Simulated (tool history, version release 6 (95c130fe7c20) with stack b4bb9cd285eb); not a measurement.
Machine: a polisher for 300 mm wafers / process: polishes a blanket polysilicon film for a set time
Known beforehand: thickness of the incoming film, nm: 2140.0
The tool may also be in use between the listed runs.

run,hour,flow of slurry (ml/min),pressure of the wafer on the pad (psi),speed of the pad under the wafer (m/s),polishing time (s),film removed (nm)
1,0.0,315,2.4,0.96,40,255.18
2,6.6,315,2.3,0.96,40,246.09
3,15.1,250,2.3,0.96,40,239.40
4,16.0,250,2.2,0.96,40,232.15
# hour 22.6: worn pad replaced by a new one
5,22.6,250,2.1,0.96,40,244.85
6,29.5,330,2.1,0.96,40,252.05
7,31.9,310,1.5,0.96,40,183.72

Estimate the outcome of run 8 from the log above:
8,40.7,315,1.5,0.96,40,?

Run 8 yielded film removed (nm) 182.80.

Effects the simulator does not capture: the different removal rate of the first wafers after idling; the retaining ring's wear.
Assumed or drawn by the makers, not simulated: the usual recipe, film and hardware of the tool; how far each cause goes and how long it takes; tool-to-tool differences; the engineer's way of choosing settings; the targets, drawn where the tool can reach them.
